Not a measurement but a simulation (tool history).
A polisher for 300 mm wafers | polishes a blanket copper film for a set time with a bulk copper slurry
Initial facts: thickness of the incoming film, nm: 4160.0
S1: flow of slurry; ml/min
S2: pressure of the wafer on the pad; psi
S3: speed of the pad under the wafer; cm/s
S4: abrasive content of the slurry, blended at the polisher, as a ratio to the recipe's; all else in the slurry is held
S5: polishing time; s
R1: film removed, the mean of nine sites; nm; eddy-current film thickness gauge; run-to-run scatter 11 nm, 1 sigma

run  hour   S1   S2   S3   S4  S5      R1
  1   0.0  300  2.6  112  1.0  94  1055.0
  2   6.6  300  2.6  112  1.1  94  1085.4
  3  15.0  305  2.8  112  1.1  94  1147.2
  4  22.8  280  2.8  112  1.1  94  1126.9
  5  30.1  325  2.8  112  1.1  94  1154.4
  6  37.9  365  2.8  112  1.1  94  1161.4
  7  43.9  365  3.5  114  1.1  94  1395.7
  8  52.2  365  3.6  116  1.1  94  1443.0

What will run 9 give?
  9  54.6  365  3.7  118  1.1  94   ?

R1: 1471.9 nm
